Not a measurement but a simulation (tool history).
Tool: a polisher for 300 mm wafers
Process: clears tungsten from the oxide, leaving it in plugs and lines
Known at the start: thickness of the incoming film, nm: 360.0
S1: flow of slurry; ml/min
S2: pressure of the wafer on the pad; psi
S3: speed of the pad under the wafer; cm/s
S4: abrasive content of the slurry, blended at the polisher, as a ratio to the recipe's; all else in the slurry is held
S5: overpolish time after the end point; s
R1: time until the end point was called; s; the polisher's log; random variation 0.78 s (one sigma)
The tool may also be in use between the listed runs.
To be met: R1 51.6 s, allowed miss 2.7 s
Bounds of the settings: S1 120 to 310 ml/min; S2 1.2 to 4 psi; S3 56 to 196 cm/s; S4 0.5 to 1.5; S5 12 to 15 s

run	hour	S1	S2	S3	S4	S5	R1
1	0	200	2.6	126	1	15	77.092
2	5.3	200	2	126	1	15	99.454
3	9.1	200	2	126	1	12	97.034
4	13.9	200	2	126	1	15	102.03
5	20.2	200	1.7	126	1	15	114.28
6	25.3	200	1.7	108	1	15	137.06
7	25.9	200	1.7	108	1	15	131.31
8	28.6	200	2	110	1	15	112.06
9	33.8	200	2.2	112	1	15	100.71
10	37.3	200	2.4	112	1	15	93.707
11	40.1	200	2.6	112	1	15	87.049
12	45.5	200	2.6	112	1	15	84.086
13	48.6	200	2.7	112	1	15	83.779
14	57	200	2.9	112	1	15	76.646
15	64.2	200	3.6	116	1	15	61.452
16	72.7	200	3.7	116	1	15	59.77
17	75.2	200	3.7	118	1	15	58.933

4 next moves are on the table. One of them brings every result within its allowed miss. Which?
A	77.7	195	3	130	1.1	15	?
B	77.7	125	4	108	1.25	15	?
C	77.7	155	3.6	112	1.05	15	?
D	77.7	215	3.5	140	1	13	?

move	R1
A	65.91
B	62.455
C	66.685
D	53.175
A: further off than the last run
B: further off than the last run
C: further off than the last run
D: meets every target
Answer: D
